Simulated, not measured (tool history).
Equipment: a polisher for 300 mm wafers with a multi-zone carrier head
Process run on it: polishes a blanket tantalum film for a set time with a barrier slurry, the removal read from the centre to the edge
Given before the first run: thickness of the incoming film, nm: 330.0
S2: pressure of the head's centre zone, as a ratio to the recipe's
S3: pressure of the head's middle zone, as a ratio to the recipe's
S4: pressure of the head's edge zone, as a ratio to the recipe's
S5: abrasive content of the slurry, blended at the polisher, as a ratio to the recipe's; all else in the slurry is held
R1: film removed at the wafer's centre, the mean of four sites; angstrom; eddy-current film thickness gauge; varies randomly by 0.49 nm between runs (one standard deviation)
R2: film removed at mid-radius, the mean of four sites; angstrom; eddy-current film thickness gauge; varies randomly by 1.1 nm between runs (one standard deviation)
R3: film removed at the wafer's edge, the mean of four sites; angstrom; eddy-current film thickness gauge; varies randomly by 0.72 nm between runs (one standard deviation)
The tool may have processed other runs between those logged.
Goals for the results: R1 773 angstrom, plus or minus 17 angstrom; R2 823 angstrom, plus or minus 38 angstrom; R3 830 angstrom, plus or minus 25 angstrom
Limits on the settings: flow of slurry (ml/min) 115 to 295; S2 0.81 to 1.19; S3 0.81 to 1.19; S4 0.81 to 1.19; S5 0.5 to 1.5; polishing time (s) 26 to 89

Run 1, day 0: flow of slurry (ml/min) 190, S2 1, S3 1, S4 1, S5 1, polishing time (s) 57. Result: R1 1060.9 angstrom, R2 1043.7 angstrom, R3 1055.3 angstrom.
Run 2, day 0.3: flow of slurry (ml/min) 190, S2 1.06, S3 1, S4 1, S5 1, polishing time (s) 57. Result: R1 1128.3 angstrom, R2 1053.1 angstrom, R3 1045.1 angstrom.
Run 3, day 0.6: flow of slurry (ml/min) 190, S2 1.11, S3 1, S4 1, S5 1, polishing time (s) 57. Result: R1 1187.1 angstrom, R2 1077.2 angstrom, R3 1045.5 angstrom.
Run 4, day 0.638: flow of slurry (ml/min) 190, S2 1.11, S3 1.07, S4 1, S5 1, polishing time (s) 57. Result: R1 1182 angstrom, R2 1139.8 angstrom, R3 1045.2 angstrom.
Run 5, day 0.708: flow of slurry (ml/min) 185, S2 1.06, S3 1.05, S4 0.98, S5 0.9, polishing time (s) 57. Result: R1 1091.3 angstrom, R2 1066.2 angstrom, R3 988.76 angstrom.
Run 6, day 0.85: flow of slurry (ml/min) 175, S2 1.01, S3 1.03, S4 0.96, S5 0.85, polishing time (s) 57. Result: R1 1011.6 angstrom, R2 1028.1 angstrom, R3 964.94 angstrom.
Run 7, day 1.129: flow of slurry (ml/min) 170, S2 0.98, S3 1.01, S4 0.94, S5 0.8, polishing time (s) 57. Result: R1 963.63 angstrom, R2 975.08 angstrom, R3 950.84 angstrom.
Run 8, day 1.208: flow of slurry (ml/min) 165, S2 0.96, S3 1, S4 0.92, S5 0.75, polishing time (s) 57. Result: R1 911.66 angstrom, R2 935.15 angstrom, R3 922.72 angstrom.
Run 9, day 1.412: flow of slurry (ml/min) 160, S2 0.95, S3 0.99, S4 0.9, S5 0.7, polishing time (s) 57. Result: R1 880.84 angstrom, R2 926.11 angstrom, R3 867.15 angstrom.
Run 10, day 1.492: flow of slurry (ml/min) 155, S2 0.93, S3 0.97, S4 0.9, S5 0.7, polishing time (s) 57. Result: R1 857.21 angstrom, R2 890.31 angstrom, R3 885.44 angstrom.
Run 11, day 1.517: flow of slurry (ml/min) 150, S2 0.92, S3 0.96, S4 0.89, S5 0.7, polishing time (s) 57. Result: R1 833.89 angstrom, R2 873.9 angstrom, R3 862.31 angstrom.

Below are 4 possible settings for the next run. Only one of them brings all results inside the allowed miss of their targets. Which is it?
Run A, day 1.542: flow of slurry (ml/min) 115, S2 1.05, S3 0.89, S4 0.89, S5 0.55, polishing time (s) 68. Result: R1 ?, R2 ?, R3 ?.
Run B, day 1.542: flow of slurry (ml/min) 160, S2 0.87, S3 0.92, S4 0.87, S5 0.75, polishing time (s) 53. Result: R1 ?, R2 ?, R3 ?.
Run C, day 1.542: flow of slurry (ml/min) 150, S2 0.86, S3 0.97, S4 0.88, S5 0.6, polishing time (s) 57. Result: R1 ?, R2 ?, R3 ?.
Run D, day 1.542: flow of slurry (ml/min) 155, S2 0.84, S3 0.89, S4 0.93, S5 0.55, polishing time (s) 62. Result: R1 ?, R2 ?, R3 ?.

move      R1      R2      R3
   A  954.93  850.29  918.07
   B  770.72  829.35  842.51
   C  746.25  849.53  831.36
   D  773.95  837.48  896.41
A: lands further from the targets than the last run did
B: meets every target
C: moves the result that the last run missed by most past its target, out the other side
D: brings the result that was furthest off to its target, and leaves another outside
B meets every target.
